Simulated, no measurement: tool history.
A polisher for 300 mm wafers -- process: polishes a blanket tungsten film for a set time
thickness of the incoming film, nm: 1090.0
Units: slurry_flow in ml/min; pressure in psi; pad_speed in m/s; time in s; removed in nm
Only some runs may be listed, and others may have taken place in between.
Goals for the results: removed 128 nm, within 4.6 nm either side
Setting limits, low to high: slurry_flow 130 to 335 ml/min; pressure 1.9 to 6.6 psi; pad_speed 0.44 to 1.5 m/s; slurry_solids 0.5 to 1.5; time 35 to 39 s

Run 1, day 0: slurry_flow 215 ml/min, pressure 4.2 psi, pad_speed 0.96 m/s, slurry_solids 1, time 39 s. Result: removed 148.64 nm.
Run 2, day 0.358: slurry_flow 175 ml/min, pressure 4.2 psi, pad_speed 0.96 m/s, slurry_solids 1, time 39 s. Result: removed 147.68 nm.
Run 3, day 0.4: slurry_flow 175 ml/min, pressure 4.1 psi, pad_speed 0.96 m/s, slurry_solids 1, time 39 s. Result: removed 146.68 nm.
Run 4, day 0.638: slurry_flow 175 ml/min, pressure 4.1 psi, pad_speed 0.96 m/s, slurry_solids 1.2, time 39 s. Result: removed 155.17 nm.
Run 5, day 0.696: slurry_flow 175 ml/min, pressure 4 psi, pad_speed 0.96 m/s, slurry_solids 1.2, time 39 s. Result: removed 148.12 nm.
Run 6, day 0.742: slurry_flow 145 ml/min, pressure 4 psi, pad_speed 0.96 m/s, slurry_solids 1.2, time 39 s. Result: removed 145.25 nm.
Run 7, day 1.046: slurry_flow 145 ml/min, pressure 3.9 psi, pad_speed 0.96 m/s, slurry_solids 1.2, time 39 s. Result: removed 143.36 nm.
Run 8, day 1.196: slurry_flow 145 ml/min, pressure 3.8 psi, pad_speed 0.96 m/s, slurry_solids 1.2, time 39 s. Result: removed 139.72 nm.
Run 9, day 1.475: slurry_flow 145 ml/min, pressure 3.7 psi, pad_speed 0.96 m/s, slurry_solids 1.2, time 39 s. Result: removed 132.93 nm.
Run 10, day 1.612: slurry_flow 145 ml/min, pressure 3.6 psi, pad_speed 0.96 m/s, slurry_solids 1.2, time 39 s. Result: removed 133.08 nm.
Run 11, day 1.742: slurry_flow 145 ml/min, pressure 3.6 psi, pad_speed 0.96 m/s, slurry_solids 1.2, time 39 s. Result: removed 132.98 nm.

5 candidate next runs follow, results not yet known. Just one meets every target within its allowed miss. Identify it.
Run A, day 1.871: slurry_flow 130 ml/min, pressure 4.1 psi, pad_speed 0.88 m/s, slurry_solids 1.15, time 39 s. Result: removed ?.
Run B, day 1.871: slurry_flow 135 ml/min, pressure 4.5 psi, pad_speed 0.84 m/s, slurry_solids 1.25, time 39 s. Result: removed ?.
Run C, day 1.871: slurry_flow 130 ml/min, pressure 2.8 psi, pad_speed 1.28 m/s, slurry_solids 1.35, time 35 s. Result: removed ?.
Run D, day 1.871: slurry_flow 160 ml/min, pressure 4 psi, pad_speed 0.94 m/s, slurry_solids 1.2, time 37 s. Result: removed ?.
Run E, day 1.871: slurry_flow 130 ml/min, pressure 4.1 psi, pad_speed 0.96 m/s, slurry_solids 1.1, time 38 s. Result: removed ?.

move  removed
   A   134.98
   B   144.92
   C   126.09
   D   137.32
   E   141.39
A: moves away from the targets compared with the last run
B: moves away from the targets compared with the last run
C: all results in spec
D: moves away from the targets compared with the last run
E: moves away from the targets compared with the last run
The move that meets every target is C.

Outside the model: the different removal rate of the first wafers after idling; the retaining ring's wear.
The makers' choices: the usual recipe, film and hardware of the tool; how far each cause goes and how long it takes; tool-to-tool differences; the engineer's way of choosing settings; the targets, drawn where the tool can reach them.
